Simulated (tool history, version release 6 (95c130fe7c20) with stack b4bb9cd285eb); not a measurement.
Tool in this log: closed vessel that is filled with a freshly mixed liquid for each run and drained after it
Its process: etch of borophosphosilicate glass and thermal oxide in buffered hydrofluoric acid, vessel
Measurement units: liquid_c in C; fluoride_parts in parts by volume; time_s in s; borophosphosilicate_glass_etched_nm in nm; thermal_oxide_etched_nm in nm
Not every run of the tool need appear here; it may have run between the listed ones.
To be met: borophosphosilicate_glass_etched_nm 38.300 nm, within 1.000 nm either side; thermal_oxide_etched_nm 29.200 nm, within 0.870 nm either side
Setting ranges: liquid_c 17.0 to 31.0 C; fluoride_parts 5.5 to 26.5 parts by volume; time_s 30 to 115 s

run,hour,liquid_c,fluoride_parts,time_s,borophosphosilicate_glass_etched_nm,thermal_oxide_etched_nm
1,0.0,23.0,16.0,60,58.947,45.050
2,8.5,25.0,16.0,60,66.317,50.041
3,15.1,25.0,16.0,70,77.207,58.682
4,19.4,21.5,16.0,70,63.440,47.984
5,28.4,21.0,16.5,70,60.278,45.625
6,35.2,21.0,12.5,70,78.574,59.397
7,39.4,20.5,13.5,70,70.932,53.792
8,41.2,17.0,18.5,70,43.148,32.963
9,43.2,17.0,19.5,70,40.484,30.901
10,45.9,17.0,20.0,70,39.864,30.040

Of the 5 settings listed for the next run, only one would bring every result within its allowed miss of target. Which one?
A,48.6,17.0,8.0,30,?,?
B,48.6,17.0,15.5,55,?,?
C,48.6,19.0,20.0,60,?,?
D,48.6,17.0,14.0,50,?,?
E,48.6,17.0,20.5,75,?,?

move,borophosphosilicate_glass_etched_nm,thermal_oxide_etched_nm
A,41.214,30.789
B,40.268,30.255
C,38.176,28.753
D,40.486,30.402
E,41.920,31.533
A: further off than the last run
B: further off than the last run
C: each result inside its tolerance
D: further off than the last run
E: further off than the last run
The right move is C.
